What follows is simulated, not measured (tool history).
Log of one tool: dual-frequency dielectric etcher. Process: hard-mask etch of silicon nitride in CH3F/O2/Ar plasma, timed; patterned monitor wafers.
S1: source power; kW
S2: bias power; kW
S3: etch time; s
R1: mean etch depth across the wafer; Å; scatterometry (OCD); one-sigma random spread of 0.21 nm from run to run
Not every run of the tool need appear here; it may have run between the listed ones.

run,hour,S1,S2,S3,R1
1,0.0,0.520,0.086,99.5,789.46
2,4.5,0.520,0.079,99.5,759.74
3,8.0,0.540,0.081,99.5,784.32
4,14.0,0.560,0.082,99.5,802.07
5,17.8,0.620,0.082,99.5,838.12
6,26.6,0.620,0.094,99.5,885.20
7,29.9,0.630,0.094,99.5,894.34

The next listed run, before its measurement:
8,30.9,0.640,0.094,99.5,?

Run 8 produced R1 904.32 Å.
